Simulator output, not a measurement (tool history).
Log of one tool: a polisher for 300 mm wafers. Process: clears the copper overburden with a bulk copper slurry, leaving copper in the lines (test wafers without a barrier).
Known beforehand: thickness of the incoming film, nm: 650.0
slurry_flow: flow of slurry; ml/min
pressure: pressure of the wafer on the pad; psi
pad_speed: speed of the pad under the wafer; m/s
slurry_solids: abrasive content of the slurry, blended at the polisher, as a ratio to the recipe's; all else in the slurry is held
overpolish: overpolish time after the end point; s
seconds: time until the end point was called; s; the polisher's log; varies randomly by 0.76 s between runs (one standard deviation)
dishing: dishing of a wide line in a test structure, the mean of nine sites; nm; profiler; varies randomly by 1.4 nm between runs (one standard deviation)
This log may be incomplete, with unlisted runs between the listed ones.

Run 1, hour 0.0: slurry_flow 290 ml/min, pressure 2.4 psi, pad_speed 0.88 m/s, slurry_solids 1.0, overpolish 25 s. Result: seconds 78.766 s, dishing 83.145 nm.
Run 2, hour 1.6: slurry_flow 290 ml/min, pressure 2.6 psi, pad_speed 0.90 m/s, slurry_solids 1.0, overpolish 23 s. Result: seconds 72.058 s, dishing 83.892 nm.
Run 3, hour 9.8: slurry_flow 290 ml/min, pressure 2.6 psi, pad_speed 0.90 m/s, slurry_solids 1.0, overpolish 27 s. Result: seconds 72.568 s, dishing 93.114 nm.
Run 4, hour 15.5: slurry_flow 290 ml/min, pressure 2.7 psi, pad_speed 0.92 m/s, slurry_solids 1.0, overpolish 24 s. Result: seconds 70.619 s, dishing 90.777 nm.
Run 5, hour 20.1: slurry_flow 290 ml/min, pressure 3.0 psi, pad_speed 0.92 m/s, slurry_solids 1.0, overpolish 24 s. Result: seconds 63.832 s, dishing 92.903 nm.
Run 6, hour 22.6: slurry_flow 290 ml/min, pressure 3.1 psi, pad_speed 0.92 m/s, slurry_solids 1.0, overpolish 22 s. Result: seconds 61.514 s, dishing 92.326 nm.
Run 7, hour 26.8: slurry_flow 290 ml/min, pressure 3.4 psi, pad_speed 0.96 m/s, slurry_solids 1.0, overpolish 12 s. Result: seconds 55.492 s, dishing 74.188 nm.
Run 8, hour 33.6: slurry_flow 290 ml/min, pressure 3.4 psi, pad_speed 0.96 m/s, slurry_solids 1.0, overpolish 13 s. Result: seconds 53.204 s, dishing 76.899 nm.
Run 9, hour 36.6: slurry_flow 290 ml/min, pressure 3.4 psi, pad_speed 0.96 m/s, slurry_solids 1.0, overpolish 14 s. Result: seconds 55.352 s, dishing 78.501 nm.

Run 10 comes next. What will it give?
Run 10, hour 42.2: slurry_flow 290 ml/min, pressure 3.4 psi, pad_speed 0.96 m/s, slurry_solids 1.0, overpolish 15 s. Result: seconds ?, dishing ?.

seconds: 54.084 s
dishing: 83.676 nm

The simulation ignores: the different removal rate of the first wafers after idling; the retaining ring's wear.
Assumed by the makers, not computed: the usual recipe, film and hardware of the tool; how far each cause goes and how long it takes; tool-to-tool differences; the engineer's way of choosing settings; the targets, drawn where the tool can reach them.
